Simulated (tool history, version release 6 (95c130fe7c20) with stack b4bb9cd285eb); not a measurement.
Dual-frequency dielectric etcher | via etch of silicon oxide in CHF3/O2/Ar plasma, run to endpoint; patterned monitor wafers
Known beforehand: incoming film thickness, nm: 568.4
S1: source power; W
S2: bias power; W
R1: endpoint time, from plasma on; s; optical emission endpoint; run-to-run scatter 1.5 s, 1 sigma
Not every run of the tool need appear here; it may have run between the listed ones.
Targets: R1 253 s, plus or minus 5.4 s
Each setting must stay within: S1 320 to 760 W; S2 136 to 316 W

Run 1, day 0: S1 540 W, S2 226 W. Result: R1 279.46 s.
Run 2, day 0.2: S1 570 W, S2 229 W. Result: R1 274.68 s.
Run 3, day 0.229: S1 600 W, S2 232 W. Result: R1 270.78 s.
Run 4, day 0.475: S1 600 W, S2 209 W. Result: R1 278.84 s.
Run 5, day 0.658: S1 630 W, S2 215 W. Result: R1 271.9 s.
Run 6, day 0.892: S1 630 W, S2 197 W. Result: R1 282.63 s.
Run 7, day 1.233: S1 650 W, S2 204 W. Result: R1 271.92 s.
Run 8, day 1.588: S1 670 W, S2 206 W. Result: R1 269.19 s.

Which of these 5 next moves meets every target?
Run A, day 1.942: S1 670 W, S2 191 W. Result: R1 ?.
Run B, day 1.942: S1 590 W, S2 181 W. Result: R1 ?.
Run C, day 1.942: S1 610 W, S2 177 W. Result: R1 ?.
Run D, day 1.942: S1 700 W, S2 242 W. Result: R1 ?.
Run E, day 1.942: S1 680 W, S2 208 W. Result: R1 ?.

move      R1
   A  277.04
   B  294.36
   C  293.67
   D  249.97
   E  267.11
A: lands further from the targets than the last run did
B: lands further from the targets than the last run did
C: lands further from the targets than the last run did
D: every result within its allowed miss
E: an improvement on the last run, though not all results are within tolerance
D is the move that brings every result within its allowed miss.
